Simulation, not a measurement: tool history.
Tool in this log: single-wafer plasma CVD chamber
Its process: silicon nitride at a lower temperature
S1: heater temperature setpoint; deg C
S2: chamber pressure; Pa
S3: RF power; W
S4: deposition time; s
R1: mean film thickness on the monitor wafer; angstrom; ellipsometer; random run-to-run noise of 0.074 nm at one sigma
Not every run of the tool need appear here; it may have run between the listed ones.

run,hour,S1,S2,S3,S4,R1
1,0.0,355,237,310,24.4,305.67
2,3.6,355,225,295,24.4,290.05
3,12.2,355,225,295,25.2,298.76
4,17.0,355,225,295,24.4,289.84
5,18.9,355,225,295,24.4,289.26
6,22.4,355,215,285,24.4,275.48
7,28.0,355,204,280,24.4,267.19
8,30.9,355,195,275,24.4,258.40
9,32.0,355,187,270,24.4,249.24

Run 10 comes next. What will it give?
10,40.1,355,181,270,24.4,?

Logged for run 10: R1 245.61 angstrom.
